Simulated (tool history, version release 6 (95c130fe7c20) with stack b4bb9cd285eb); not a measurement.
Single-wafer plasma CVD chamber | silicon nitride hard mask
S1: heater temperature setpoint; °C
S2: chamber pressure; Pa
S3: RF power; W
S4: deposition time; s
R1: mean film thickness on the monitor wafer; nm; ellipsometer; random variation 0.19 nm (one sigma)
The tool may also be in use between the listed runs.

run  hour   S1   S2   S3    S4      R1
  1     0  405  187  310  65.5  70.543
  2   5.2  405  187  295  65.5  68.022
  3   6.1  405  192  300  65.5  69.875
  4   7.9  405  219  300  65.5  73.244
  5    11  405  219  300  65.5  73.178
  6  14.5  405  223  300  65.5  73.482
  7  17.7  405  225  300  65.5  74.107
  8  24.8  405  225  300  65.5  73.966
  9  27.5  405  228  300  65.5  73.843
 10  29.8  405  228  300  65.5  74.625
 11  32.3  405  231  300  65.5  74.683

Forecast run 12:
 12  36.1  405  233  300  65.5   ?

Run 12 gave R1 74.772 nm.
